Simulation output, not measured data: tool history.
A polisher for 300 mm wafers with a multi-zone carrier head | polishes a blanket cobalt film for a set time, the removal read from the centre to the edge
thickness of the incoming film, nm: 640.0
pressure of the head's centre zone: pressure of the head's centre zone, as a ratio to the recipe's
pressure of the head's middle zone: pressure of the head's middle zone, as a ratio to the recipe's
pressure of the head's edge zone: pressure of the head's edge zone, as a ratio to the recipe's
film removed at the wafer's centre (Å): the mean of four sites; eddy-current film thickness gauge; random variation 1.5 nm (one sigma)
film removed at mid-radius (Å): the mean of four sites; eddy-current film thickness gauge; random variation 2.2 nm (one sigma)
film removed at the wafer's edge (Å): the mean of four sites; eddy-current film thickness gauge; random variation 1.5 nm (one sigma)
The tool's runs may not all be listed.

run  hour  flow of slurry (ml/min)  pressure of the head's centre zone  pressure of the head's middle zone  pressure of the head's edge zone  polishing time (s)  film removed at the wafer's centre (Å)  film removed at mid-radius (Å)  film removed at the wafer's edge (Å)
  1     0                      295                                   1                                   1                                 1                  41                                  2544.9                          2539.3                                2556.4
  2   6.5                      295                                1.07                                   1                                 1                  41                                  2659.4                          2448.5                                2607.7
  3   7.9                      295                                1.07                                   1                              1.04                  41                                  2675.6                          2469.2                                2597.5
  4   8.8                      295                                1.07                                   1                              1.04                  35                                  2291.4                          2095.2                                2218.5
  5  17.3                      295                                1.07                                   1                              1.09                  35                                  2284.3                          2108.2                                2260.9
  6  22.2                      295                                1.07                                1.03                              1.09                  35                                  2302.3                          2225.3                                2246.8
  7  23.6                      300                                1.07                                1.01                              1.07                  32                                  2088.6                          1975.9                                2073.4

Run 8 comes next. What will it give?
  8    32                      290                                1.08                                   1                              1.04                  30                                       ?                               ?                                     ?

film removed at the wafer's centre (Å): 1979
film removed at mid-radius (Å): 1855.4
film removed at the wafer's edge (Å): 1900.8

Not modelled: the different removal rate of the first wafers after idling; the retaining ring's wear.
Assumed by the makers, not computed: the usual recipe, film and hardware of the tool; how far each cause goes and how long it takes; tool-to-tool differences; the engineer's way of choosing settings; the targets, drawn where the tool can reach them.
